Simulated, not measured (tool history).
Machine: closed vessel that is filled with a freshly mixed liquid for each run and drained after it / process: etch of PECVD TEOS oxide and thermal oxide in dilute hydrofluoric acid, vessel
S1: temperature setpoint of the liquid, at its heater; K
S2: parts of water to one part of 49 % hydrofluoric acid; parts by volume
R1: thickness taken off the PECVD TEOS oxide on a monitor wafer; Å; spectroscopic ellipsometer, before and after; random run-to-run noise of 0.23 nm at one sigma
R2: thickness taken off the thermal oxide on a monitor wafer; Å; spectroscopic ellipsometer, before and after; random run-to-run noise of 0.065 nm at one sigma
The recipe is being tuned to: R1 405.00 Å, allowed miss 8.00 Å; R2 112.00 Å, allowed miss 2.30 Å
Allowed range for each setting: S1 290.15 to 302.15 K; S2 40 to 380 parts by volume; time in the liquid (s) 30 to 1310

run 1 hour=0.0 | S1=294.15 S2=210 time_in_the_liquid_(s)=670 | R1=456.18 R2=127.51
run 2 hour=9.1 | S1=297.65 S2=210 time_in_the_liquid_(s)=670 | R1=522.33 R2=144.58
run 3 hour=12.0 | S1=296.65 S2=210 time_in_the_liquid_(s)=670 | R1=504.55 R2=138.17
run 4 hour=21.1 | S1=295.65 S2=210 time_in_the_liquid_(s)=670 | R1=485.17 R2=133.93
run 5 hour=24.3 | S1=295.15 S2=210 time_in_the_liquid_(s)=670 | R1=471.17 R2=129.93
run 6 hour=30.6 | S1=296.65 S2=210 time_in_the_liquid_(s)=670 | R1=505.55 R2=138.55
run 7 hour=35.3 | S1=296.15 S2=210 time_in_the_liquid_(s)=670 | R1=486.20 R2=135.66
run 8 hour=42.9 | S1=295.65 S2=210 time_in_the_liquid_(s)=670 | R1=482.69 R2=134.30
run 9 hour=52.0 | S1=295.15 S2=210 time_in_the_liquid_(s)=670 | R1=479.62 R2=130.75
run 10 hour=58.4 | S1=294.65 S2=210 time_in_the_liquid_(s)=670 | R1=463.08 R2=129.43

Consider the 5 candidate settings below. Which is the only one whose results all fall within their allowed miss of target?
run A hour=64.8 | S1=293.65 S2=195 time_in_the_liquid_(s)=555 | R1=? R2=?
run B hour=64.8 | S1=298.15 S2=270 time_in_the_liquid_(s)=735 | R1=? R2=?
run C hour=64.8 | S1=296.65 S2=165 time_in_the_liquid_(s)=430 | R1=? R2=?
run D hour=64.8 | S1=290.65 S2=195 time_in_the_liquid_(s)=655 | R1=? R2=?
run E hour=64.8 | S1=296.15 S2=235 time_in_the_liquid_(s)=665 | R1=? R2=?

move=A R1=405.39 R2=111.12
move=B R1=424.04 R2=116.23
move=C R1=429.70 R2=117.78
move=D R1=425.42 R2=116.61
move=E R1=425.26 R2=116.56
A: every result within its allowed miss
B: closer than the last run, but not yet in spec
C: closer than the last run, but not yet in spec
D: closer than the last run, but not yet in spec
E: closer than the last run, but not yet in spec
The move that meets every target is A.
